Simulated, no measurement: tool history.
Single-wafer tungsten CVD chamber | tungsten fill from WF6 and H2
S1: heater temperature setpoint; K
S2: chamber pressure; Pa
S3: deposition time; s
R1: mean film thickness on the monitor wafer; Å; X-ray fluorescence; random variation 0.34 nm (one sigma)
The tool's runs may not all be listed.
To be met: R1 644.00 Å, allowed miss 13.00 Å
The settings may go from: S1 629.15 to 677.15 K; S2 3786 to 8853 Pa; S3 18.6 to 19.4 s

{"run": 1, "hour": 0.0, "S1": 653.15, "S2": 6319, "S3": 19.4, "R1": 492.11}
{"run": 2, "hour": 6.8, "S1": 653.15, "S2": 5346, "S3": 19.4, "R1": 435.17}
{"run": 3, "hour": 11.0, "S1": 657.15, "S2": 5360, "S3": 19.4, "R1": 472.72}
{"run": 4, "hour": 13.9, "S1": 660.15, "S2": 5373, "S3": 19.4, "R1": 499.16}
{"run": 5, "hour": 19.9, "S1": 663.15, "S2": 5386, "S3": 19.4, "R1": 524.16}
{"run": 6, "hour": 24.8, "S1": 653.15, "S2": 5386, "S3": 19.4, "R1": 439.36}
{"run": 7, "hour": 29.5, "S1": 653.15, "S2": 5386, "S3": 19.4, "R1": 437.28}
{"run": 8, "hour": 32.3, "S1": 665.15, "S2": 5506, "S3": 19.4, "R1": 549.98}
{"run": 9, "hour": 39.4, "S1": 667.15, "S2": 5520, "S3": 19.4, "R1": 572.2}
{"run": 10, "hour": 40.7, "S1": 668.15, "S2": 5520, "S3": 19.4, "R1": 582.37}
{"run": 11, "hour": 42.9, "S1": 669.15, "S2": 5520, "S3": 19.4, "R1": 593.33}
{"run": 12, "hour": 46.5, "S1": 670.15, "S2": 5520, "S3": 19.4, "R1": 601.2}
{"run": 13, "hour": 47.1, "S1": 671.15, "S2": 5520, "S3": 19.4, "R1": 611.72}
{"run": 14, "hour": 51.9, "S1": 672.15, "S2": 5520, "S3": 19.4, "R1": 618.12}
{"run": 15, "hour": 57.2, "S1": 673.15, "S2": 5533, "S3": 19.4, "R1": 632.18}

5 next moves are on the table. One of them brings every result within its allowed miss. Which?
{"run": "A", "hour": 62.5, "S1": 677.15, "S2": 5146, "S3": 19.4, "R1": "?"}
{"run": "B", "hour": 62.5, "S1": 662.15, "S2": 7093, "S3": 19.3, "R1": "?"}
{"run": "C", "hour": 62.5, "S1": 677.15, "S2": 5240, "S3": 18.6, "R1": "?"}
{"run": "D", "hour": 62.5, "S1": 675.15, "S2": 5053, "S3": 19.4, "R1": "?"}
{"run": "E", "hour": 62.5, "S1": 674.15, "S2": 5626, "S3": 18.6, "R1": "?"}

move=A R1=637.44
move=B R1=611.14
move=C R1=619.09
move=D R1=609.20
move=E R1=620.32
A: meets every target
B: further off than the last run
C: further off than the last run
D: further off than the last run
E: further off than the last run
Answer: A
